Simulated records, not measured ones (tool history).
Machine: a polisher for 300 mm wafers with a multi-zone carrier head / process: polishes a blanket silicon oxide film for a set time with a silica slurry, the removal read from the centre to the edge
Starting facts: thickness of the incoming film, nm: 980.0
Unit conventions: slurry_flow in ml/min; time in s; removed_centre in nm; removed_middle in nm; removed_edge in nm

| run | day | slurry_flow | centre_zone | middle_zone | edge_zone | slurry_solids | time | removed_centre | removed_middle | removed_edge |
|---|---|---|---|---|---|---|---|---|---|---|
| 1 | 0.000 | 210 | 1.00 | 1.00 | 1.00 | 1.00 | 83 | 243.46 | 250.54 | 240.57 |
| 2 | 0.054 | 245 | 1.00 | 1.00 | 1.00 | 1.00 | 83 | 247.11 | 254.19 | 251.02 |
| 3 | 0.175 | 265 | 1.04 | 1.02 | 1.04 | 1.15 | 84 | 289.93 | 281.43 | 263.04 |
| 4 | 0.208 | 275 | 1.02 | 0.99 | 1.06 | 1.25 | 88 | 298.00 | 296.13 | 294.28 |
| 5 | 0.567 | 275 | 1.02 | 0.99 | 1.06 | 1.10 | 88 | 284.63 | 283.89 | 284.32 |
| 6 | 0.833 | 285 | 1.03 | 0.98 | 1.08 | 1.25 | 90 | 312.64 | 301.47 | 307.52 |

What does the tool deliver on the next run?
| 7 | 1.025 | 290 | 1.04 | 0.98 | 1.10 | 1.35 | 92 | ? | ? | ? |

Run 7 measured removed_centre 324.53 nm, removed_middle 317.69 nm, removed_edge 323.28 nm.
